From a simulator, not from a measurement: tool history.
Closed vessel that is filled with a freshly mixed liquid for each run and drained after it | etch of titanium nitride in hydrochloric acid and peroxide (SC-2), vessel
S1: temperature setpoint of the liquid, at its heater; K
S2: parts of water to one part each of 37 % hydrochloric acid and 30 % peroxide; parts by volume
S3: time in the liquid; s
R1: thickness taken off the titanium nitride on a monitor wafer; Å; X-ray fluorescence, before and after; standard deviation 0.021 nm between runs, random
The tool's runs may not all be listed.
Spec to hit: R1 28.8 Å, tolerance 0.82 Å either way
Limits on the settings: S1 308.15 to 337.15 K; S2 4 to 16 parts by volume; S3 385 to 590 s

run,hour,S1,S2,S3,R1
1,0,321.15,9,590,84.004
2,3.1,321.15,11,590,71.8
3,8.3,318.65,11,590,60.504
4,15.6,318.65,12.5,590,54.978
5,17.9,318.65,12.5,385,35.078
6,23.5,318.65,10,385,42.622
7,30.1,311.65,10,385,26.176
8,32.4,312.15,10,385,27.013

Next run, 5 choices. One meets every target within its allowed miss, the rest don't. Which?
A,34.7,311.15,10.5,425,?
B,34.7,312.15,10,435,?
C,34.7,313.15,14,450,?
D,34.7,312.65,11,425,?
E,34.7,308.15,6.5,415,?

move,R1
A,26.604
B,30.473
C,25.388
D,28.48
E,30.725
A: the biggest miss grows against the last run
B: moves the result that the last run missed by most past its target, out the other side
C: the biggest miss grows against the last run
D: every result lands within tolerance
E: moves the result that the last run missed by most past its target, out the other side
So the answer is move D, the one that meets all the targets.
